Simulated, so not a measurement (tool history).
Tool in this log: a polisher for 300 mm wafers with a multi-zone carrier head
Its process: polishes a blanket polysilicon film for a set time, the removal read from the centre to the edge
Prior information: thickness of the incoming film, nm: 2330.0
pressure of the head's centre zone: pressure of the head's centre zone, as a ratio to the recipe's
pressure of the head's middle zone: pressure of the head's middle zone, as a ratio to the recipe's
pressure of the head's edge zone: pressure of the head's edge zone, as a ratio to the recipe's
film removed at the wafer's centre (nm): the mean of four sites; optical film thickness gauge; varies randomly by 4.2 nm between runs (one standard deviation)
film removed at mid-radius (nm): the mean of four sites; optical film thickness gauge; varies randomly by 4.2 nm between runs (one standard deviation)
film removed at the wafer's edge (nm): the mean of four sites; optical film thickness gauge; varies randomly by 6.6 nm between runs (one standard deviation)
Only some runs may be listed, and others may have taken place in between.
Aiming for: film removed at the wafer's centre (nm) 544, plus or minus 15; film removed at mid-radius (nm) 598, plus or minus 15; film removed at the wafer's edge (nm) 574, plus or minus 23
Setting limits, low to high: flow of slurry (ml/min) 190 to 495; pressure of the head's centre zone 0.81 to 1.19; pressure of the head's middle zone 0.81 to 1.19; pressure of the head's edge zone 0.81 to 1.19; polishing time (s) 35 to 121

run  hour  flow of slurry (ml/min)  pressure of the head's centre zone  pressure of the head's middle zone  pressure of the head's edge zone  polishing time (s)  film removed at the wafer's centre (nm)  film removed at mid-radius (nm)  film removed at the wafer's edge (nm)
  1     0                      320                                   1                                   1                                 1                  78                                   751.51                           750.09                                  747.8
  2   3.7                      320                                0.98                                0.99                              0.98                  76                                   719.82                           720.66                                 725.35
  3   7.2                      320                                0.98                                1.04                              0.98                  76                                   711.45                           749.48                                 718.67
  4  11.6                      320                                0.97                                1.03                              0.96                  74                                   702.11                           711.29                                 686.44
  5  18.3                      320                                0.97                                1.03                              0.89                  74                                   692.81                           734.08                                 665.36
  6  21.1                      315                                0.95                                1.02                              0.88                  73                                   668.43                           698.88                                 653.95
  7  28.8                      310                                0.94                                1.02                              0.87                  72                                   648.42                           696.07                                 626.36
  8  35.2                      305                                0.92                                   1                              0.87                  72                                   642.66                            682.4                                  639.3

Which of these 4 next moves meets every target?
  A  41.6                      340                                0.88                                0.98                              0.89                  63                                        ?                                ?                                      ?
  B  41.6                      300                                1.12                                 0.9                              0.92                  74                                        ?                                ?                                      ?
  C  41.6                      300                                0.96                                0.81                              1.02                  79                                        ?                                ?                                      ?
  D  41.6                      360                                1.07                                1.03                              0.81                  80                                        ?                                ?                                      ?

move  film removed at the wafer's centre (nm)  film removed at mid-radius (nm)  film removed at the wafer's edge (nm)
   A                                   539.42                           591.73                                 557.57
   B                                    792.7                           639.86                                 660.43
   C                                   727.23                           626.84                                  741.4
   D                                   833.58                           786.41                                 680.72
A: each result inside its tolerance
B: the biggest miss grows against the last run
C: the biggest miss grows against the last run
D: the biggest miss grows against the last run
A is the move that brings every result within its allowed miss.
